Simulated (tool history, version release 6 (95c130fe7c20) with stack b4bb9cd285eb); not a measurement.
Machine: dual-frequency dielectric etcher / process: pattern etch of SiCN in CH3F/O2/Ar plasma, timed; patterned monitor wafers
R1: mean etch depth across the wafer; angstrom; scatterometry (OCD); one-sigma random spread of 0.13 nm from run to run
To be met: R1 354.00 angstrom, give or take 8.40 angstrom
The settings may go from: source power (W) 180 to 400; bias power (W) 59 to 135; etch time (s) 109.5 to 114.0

{"run": 1, "hour": 0.0, "source power (W)": 290, "bias power (W)": 97, "etch time (s)": 109.5, "R1": 397.69}
{"run": 2, "hour": 4.0, "source power (W)": 290, "bias power (W)": 108, "etch time (s)": 109.5, "R1": 406.29}
{"run": 3, "hour": 9.7, "source power (W)": 270, "bias power (W)": 106, "etch time (s)": 109.5, "R1": 398.24}
{"run": 4, "hour": 14.0, "source power (W)": 270, "bias power (W)": 106, "etch time (s)": 114.0, "R1": 414.83}
{"run": 5, "hour": 15.2, "source power (W)": 260, "bias power (W)": 103, "etch time (s)": 113.5, "R1": 401.59}
{"run": 6, "hour": 23.7, "source power (W)": 250, "bias power (W)": 102, "etch time (s)": 113.5, "R1": 397.51}
{"run": 7, "hour": 30.4, "source power (W)": 240, "bias power (W)": 100, "etch time (s)": 113.5, "R1": 386.88}
{"run": 8, "hour": 31.1, "source power (W)": 230, "bias power (W)": 99, "etch time (s)": 113.5, "R1": 381.59}
{"run": 9, "hour": 37.0, "source power (W)": 220, "bias power (W)": 98, "etch time (s)": 113.5, "R1": 375.05}

5 next moves are on the table. One of them brings every result within its allowed miss. Which?
{"run": "A", "hour": 42.9, "source power (W)": 270, "bias power (W)": 88, "etch time (s)": 113.0, "R1": "?"}
{"run": "B", "hour": 42.9, "source power (W)": 260, "bias power (W)": 106, "etch time (s)": 111.0, "R1": "?"}
{"run": "C", "hour": 42.9, "source power (W)": 190, "bias power (W)": 104, "etch time (s)": 110.5, "R1": "?"}
{"run": "D", "hour": 42.9, "source power (W)": 240, "bias power (W)": 102, "etch time (s)": 114.0, "R1": "?"}
{"run": "E", "hour": 42.9, "source power (W)": 230, "bias power (W)": 103, "etch time (s)": 110.5, "R1": "?"}

move=A R1=385.42
move=B R1=395.16
move=C R1=353.89
move=D R1=390.84
move=E R1=374.80
A: lands further from the targets than the last run did
B: lands further from the targets than the last run did
C: every result lands within tolerance
D: lands further from the targets than the last run did
E: neither nearer nor further off than the last run
Move C is the one to make.

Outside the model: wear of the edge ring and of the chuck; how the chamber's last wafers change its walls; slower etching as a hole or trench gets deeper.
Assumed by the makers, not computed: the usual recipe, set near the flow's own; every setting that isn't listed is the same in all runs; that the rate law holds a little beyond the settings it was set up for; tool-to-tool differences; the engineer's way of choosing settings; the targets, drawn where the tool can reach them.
